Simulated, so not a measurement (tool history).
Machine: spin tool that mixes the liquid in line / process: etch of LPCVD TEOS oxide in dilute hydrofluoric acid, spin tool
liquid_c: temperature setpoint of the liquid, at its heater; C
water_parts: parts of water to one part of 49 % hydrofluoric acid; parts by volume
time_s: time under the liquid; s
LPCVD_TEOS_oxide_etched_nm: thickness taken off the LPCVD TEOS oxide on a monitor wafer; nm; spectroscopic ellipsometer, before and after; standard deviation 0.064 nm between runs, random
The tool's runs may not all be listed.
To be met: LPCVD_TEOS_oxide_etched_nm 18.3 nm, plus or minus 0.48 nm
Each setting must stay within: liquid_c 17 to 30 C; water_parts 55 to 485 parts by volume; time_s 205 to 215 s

Run 1, day 0: liquid_c 22 C, water_parts 270 parts by volume, time_s 205 s. Result: LPCVD_TEOS_oxide_etched_nm 20.622 nm.
Run 2, day 0.154: liquid_c 22 C, water_parts 270 parts by volume, time_s 205 s. Result: LPCVD_TEOS_oxide_etched_nm 20.441 nm.
Run 3, day 0.483: liquid_c 22 C, water_parts 270 parts by volume, time_s 215 s. Result: LPCVD_TEOS_oxide_etched_nm 21.553 nm.
Run 4, day 0.521: liquid_c 22 C, water_parts 340 parts by volume, time_s 215 s. Result: LPCVD_TEOS_oxide_etched_nm 16.03 nm.
Run 5, day 0.796: liquid_c 22 C, water_parts 425 parts by volume, time_s 215 s. Result: LPCVD_TEOS_oxide_etched_nm 11.974 nm.
Run 6, day 1.112: liquid_c 24.5 C, water_parts 410 parts by volume, time_s 215 s. Result: LPCVD_TEOS_oxide_etched_nm 13.652 nm.
Run 7, day 1.338: liquid_c 26 C, water_parts 400 parts by volume, time_s 215 s. Result: LPCVD_TEOS_oxide_etched_nm 14.826 nm.
Run 8, day 1.454: liquid_c 27 C, water_parts 390 parts by volume, time_s 215 s. Result: LPCVD_TEOS_oxide_etched_nm 15.788 nm.
Run 9, day 1.504: liquid_c 28 C, water_parts 385 parts by volume, time_s 215 s. Result: LPCVD_TEOS_oxide_etched_nm 16.617 nm.
Run 10, day 1.679: liquid_c 28.5 C, water_parts 380 parts by volume, time_s 215 s. Result: LPCVD_TEOS_oxide_etched_nm 17.135 nm.
Run 11, day 1.988: liquid_c 29 C, water_parts 380 parts by volume, time_s 215 s. Result: LPCVD_TEOS_oxide_etched_nm 17.445 nm.
Run 12, day 2.154: liquid_c 29.5 C, water_parts 380 parts by volume, time_s 215 s. Result: LPCVD_TEOS_oxide_etched_nm 17.7 nm.

Of the 5 settings listed for the next run, only one would bring every result within its allowed miss of target. Which one?
Run A, day 2.321: liquid_c 29.5 C, water_parts 340 parts by volume, time_s 205 s. Result: LPCVD_TEOS_oxide_etched_nm ?.
Run B, day 2.321: liquid_c 27 C, water_parts 340 parts by volume, time_s 215 s. Result: LPCVD_TEOS_oxide_etched_nm ?.
Run C, day 2.321: liquid_c 28.5 C, water_parts 365 parts by volume, time_s 215 s. Result: LPCVD_TEOS_oxide_etched_nm ?.
Run D, day 2.321: liquid_c 26.5 C, water_parts 330 parts by volume, time_s 215 s. Result: LPCVD_TEOS_oxide_etched_nm ?.
Run E, day 2.321: liquid_c 30 C, water_parts 400 parts by volume, time_s 210 s. Result: LPCVD_TEOS_oxide_etched_nm ?.

move  LPCVD_TEOS_oxide_etched_nm
   A                      19.803
   B                      19.167
   C                      18.271
   D                      19.621
   E                      16.469
A: takes the biggest miss from the last run beyond its target
B: takes the biggest miss from the last run beyond its target
C: all results in spec
D: takes the biggest miss from the last run beyond its target
E: the biggest miss grows against the last run
C meets every target.

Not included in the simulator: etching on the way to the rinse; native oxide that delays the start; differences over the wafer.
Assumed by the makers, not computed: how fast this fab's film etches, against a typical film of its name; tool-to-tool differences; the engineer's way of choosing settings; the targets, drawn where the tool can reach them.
